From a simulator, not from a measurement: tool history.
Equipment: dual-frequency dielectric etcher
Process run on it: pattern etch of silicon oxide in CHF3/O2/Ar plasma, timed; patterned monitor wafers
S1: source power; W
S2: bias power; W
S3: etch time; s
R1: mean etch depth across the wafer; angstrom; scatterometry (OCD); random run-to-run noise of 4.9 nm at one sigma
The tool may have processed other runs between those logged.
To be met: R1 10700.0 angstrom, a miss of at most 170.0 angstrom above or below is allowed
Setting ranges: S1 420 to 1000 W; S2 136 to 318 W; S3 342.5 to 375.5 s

| run | day | S1 | S2 | S3 | R1 |
|---|---|---|---|---|---|
| 1 | 0.000 | 710 | 227 | 375.5 | 9665.8 |
| 2 | 0.067 | 740 | 228 | 375.5 | 9758.2 |
| 3 | 0.271 | 740 | 228 | 342.5 | 8829.4 |
| 4 | 0.438 | 670 | 228 | 342.5 | 8666.6 |
| 5 | 0.608 | 790 | 228 | 342.5 | 9127.5 |
| 6 | 0.646 | 820 | 238 | 343.5 | 9290.0 |
| 7 | 0.825 | 840 | 250 | 346.0 | 9457.5 |
| 8 | 1.200 | 860 | 258 | 350.5 | 9704.1 |
| 9 | 1.500 | 880 | 266 | 353.0 | 9963.2 |
| 10 | 1.567 | 890 | 272 | 354.0 | 9930.7 |
| 11 | 1.938 | 900 | 277 | 356.5 | 10140.0 |
| 12 | 2.154 | 910 | 281 | 357.5 | 10171.0 |
| 13 | 2.225 | 920 | 285 | 358.5 | 10332.0 |

Below are 5 possible settings for the next run. Only one of them brings all results inside the allowed miss of their targets. Which is it?
| A | 2.296 | 860 | 313 | 369.0 | ? |
| B | 2.296 | 900 | 296 | 349.5 | ? |
| C | 2.296 | 860 | 279 | 366.0 | ? |
| D | 2.296 | 860 | 288 | 361.5 | ? |
| E | 2.296 | 920 | 278 | 349.0 | ? |

| move | R1 |
|---|---|
| A | 10657.0 |
| B | 10094.0 |
| C | 10301.0 |
| D | 10246.0 |
| E | 10003.0 |
A: every result lands within tolerance
B: lands further from the targets than the last run did
C: lands further from the targets than the last run did
D: lands further from the targets than the last run did
E: lands further from the targets than the last run did
Answer: A

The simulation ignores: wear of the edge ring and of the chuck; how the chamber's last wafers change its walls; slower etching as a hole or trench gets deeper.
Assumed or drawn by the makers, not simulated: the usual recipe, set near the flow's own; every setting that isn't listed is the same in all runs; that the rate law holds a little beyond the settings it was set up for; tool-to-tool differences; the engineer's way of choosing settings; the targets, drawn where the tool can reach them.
